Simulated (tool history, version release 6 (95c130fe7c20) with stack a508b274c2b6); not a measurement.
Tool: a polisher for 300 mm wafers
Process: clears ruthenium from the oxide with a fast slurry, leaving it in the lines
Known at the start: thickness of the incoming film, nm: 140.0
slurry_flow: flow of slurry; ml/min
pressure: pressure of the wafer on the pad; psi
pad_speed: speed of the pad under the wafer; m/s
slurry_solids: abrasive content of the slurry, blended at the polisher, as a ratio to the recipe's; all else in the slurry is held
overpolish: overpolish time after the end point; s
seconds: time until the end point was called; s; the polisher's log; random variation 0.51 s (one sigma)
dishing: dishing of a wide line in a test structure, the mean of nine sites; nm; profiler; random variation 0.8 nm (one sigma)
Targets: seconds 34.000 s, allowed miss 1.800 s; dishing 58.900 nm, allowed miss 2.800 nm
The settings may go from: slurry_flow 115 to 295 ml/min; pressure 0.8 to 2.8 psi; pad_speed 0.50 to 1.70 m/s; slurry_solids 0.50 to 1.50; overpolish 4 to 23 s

run  hour  slurry_flow  pressure  pad_speed  slurry_solids  overpolish  seconds  dishing
  1   0.0          190       1.8       1.10           1.00          12   50.179   26.794
  2   5.7          190       1.8       1.10           0.80          12   54.666   24.728
  3   7.7          210       1.8       1.10           0.80          12   52.097   25.000
  4   8.6          190       2.1       1.12           0.80          14   46.684   32.791
  5  16.9          190       2.3       1.12           0.80          14   42.385   34.846
  6  22.1          180       2.4       1.16           0.80          15   40.748   39.917
  7  28.1          180       2.4       1.16           0.80          15   40.361   38.780
  8  34.6          185       2.5       1.18           0.80          16   38.889   42.700
  9  42.6          185       2.5       1.24           0.80          17   37.198   46.620
 10  45.9          185       2.6       1.24           0.80          18   34.627   50.646

5 next moves are on the table. One of them brings every result within its allowed miss. Which?
  A  49.2          195       2.6       1.22           0.90          13        ?        ?
  B  49.2          180       2.6       1.38           0.70          18        ?        ?
  C  49.2          220       2.4       1.22           0.90          14        ?        ?
  D  49.2          180       2.8       1.32           0.65          21        ?        ?
  E  49.2          230       2.7       1.28           0.80          13        ?        ?

move  seconds  dishing
   A   33.812   40.267
   B   34.587   51.792
   C   35.764   40.889
   D   34.851   58.173
   E   32.417   41.737
A: further off than the last run
B: nearer than the last run, and not there yet
C: further off than the last run
D: meets every target
E: further off than the last run
Move D is the one to make.
